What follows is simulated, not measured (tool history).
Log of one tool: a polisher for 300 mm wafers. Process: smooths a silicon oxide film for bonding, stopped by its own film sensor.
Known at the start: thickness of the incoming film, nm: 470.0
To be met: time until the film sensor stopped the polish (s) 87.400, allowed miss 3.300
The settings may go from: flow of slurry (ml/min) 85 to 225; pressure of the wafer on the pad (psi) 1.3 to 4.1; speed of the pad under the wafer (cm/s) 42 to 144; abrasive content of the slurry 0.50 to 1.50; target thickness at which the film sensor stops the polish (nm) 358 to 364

run  hour  flow of slurry (ml/min)  pressure of the wafer on the pad (psi)  speed of the pad under the wafer (cm/s)  abrasive content of the slurry  target thickness at which the film sensor stops the polish (nm)  time until the film sensor stopped the polish (s)
  1   0.0                      145                                     2.7                                       92                            1.00                                                              364                                            116.080
  2   3.4                      145                                     2.7                                       72                            1.00                                                              364                                            138.130
  3   5.1                      150                                     3.1                                       72                            1.00                                                              364                                            122.430
  4   9.3                      150                                     2.8                                       72                            1.00                                                              364                                            136.650
  5  14.9                      150                                     2.8                                       56                            1.00                                                              364                                            164.120
  6  21.2                      150                                     3.2                                       62                            1.00                                                              364                                            133.050
  7  23.3                      150                                     3.5                                       66                            1.00                                                              364                                            114.790
  8  31.5                      150                                     3.7                                       68                            1.00                                                              364                                            105.220
  9  38.5                      170                                     4.1                                       70                            1.00                                                              364                                             90.834

Which of these 4 next moves meets every target?
  A  45.5                      150                                     4.1                                       90                            0.90                                                              364                                                  ?
  B  45.5                      150                                     4.1                                       68                            1.30                                                              362                                                  ?
  C  45.5                      175                                     3.9                                       68                            1.15                                                              364                                                  ?
  D  45.5                      140                                     3.8                                       90                            1.30                                                              358                                                  ?

move  time until the film sensor stopped the polish (s)
   A                                             80.591
   B                                             88.817
   C                                             93.382
   D                                             80.343
A: takes the result that was furthest off past its target
B: meets every target
C: further off than the last run
D: takes the result that was furthest off past its target
Answer: B
